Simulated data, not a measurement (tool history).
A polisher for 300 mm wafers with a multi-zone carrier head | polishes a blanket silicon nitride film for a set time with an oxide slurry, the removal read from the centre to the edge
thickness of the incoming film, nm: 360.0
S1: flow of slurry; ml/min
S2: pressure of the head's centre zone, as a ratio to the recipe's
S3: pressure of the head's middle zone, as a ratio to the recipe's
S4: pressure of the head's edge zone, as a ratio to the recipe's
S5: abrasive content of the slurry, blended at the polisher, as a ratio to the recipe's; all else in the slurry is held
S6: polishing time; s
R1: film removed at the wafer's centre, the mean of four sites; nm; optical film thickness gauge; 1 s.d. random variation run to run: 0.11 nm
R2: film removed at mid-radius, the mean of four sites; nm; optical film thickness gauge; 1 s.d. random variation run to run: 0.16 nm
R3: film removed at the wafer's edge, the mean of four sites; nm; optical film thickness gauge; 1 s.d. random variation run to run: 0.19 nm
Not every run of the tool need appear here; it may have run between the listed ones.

| run | hour | S1 | S2 | S3 | S4 | S5 | S6 | R1 | R2 | R3 |
|---|---|---|---|---|---|---|---|---|---|---|
| 1 | 0 | 315 | 1 | 1 | 1 | 1 | 38 | 18.874 | 19.081 | 18.508 |
| 2 | 1.4 | 315 | 1 | 1 | 1 | 1 | 45 | 22.71 | 22.601 | 22.229 |
| 3 | 9.1 | 310 | 0.99 | 0.95 | 0.99 | 0.85 | 42 | 19.416 | 18.822 | 18.6 |
| 4 | 11.9 | 310 | 0.99 | 0.95 | 1.06 | 0.85 | 42 | 19.288 | 18.957 | 20.088 |
| 5 | 13.5 | 305 | 0.98 | 0.91 | 1.05 | 0.75 | 40 | 16.986 | 15.979 | 17.552 |
| 6 | 15.3 | 305 | 0.98 | 0.87 | 1.05 | 0.75 | 40 | 17.079 | 15.767 | 17.983 |
| 7 | 21.5 | 300 | 0.97 | 0.86 | 1.02 | 0.7 | 39 | 15.98 | 14.745 | 16.101 |
| 8 | 23.5 | 295 | 0.96 | 0.85 | 1.01 | 0.65 | 38 | 15.039 | 13.796 | 15.329 |
| 9 | 29 | 300 | 0.95 | 0.83 | 0.91 | 0.5 | 35 | 11.821 | 10.774 | 11.542 |
| 10 | 34.8 | 300 | 0.95 | 0.83 | 0.91 | 0.5 | 35 | 12.072 | 10.93 | 12.203 |
| 11 | 36.5 | 305 | 0.96 | 0.84 | 0.92 | 0.5 | 35 | 12.393 | 11.261 | 11.96 |
| 12 | 42.9 | 310 | 0.96 | 0.84 | 0.94 | 0.5 | 35 | 12.193 | 10.981 | 11.922 |

Run 13 has not been measured yet. What should we expect?
| 13 | 46.3 | 305 | 0.97 | 0.86 | 0.97 | 0.65 | 35 | ? | ? | ? |

{"run 13": {"R1": 14.031, "R2": 12.405, "R3": 13.856}}
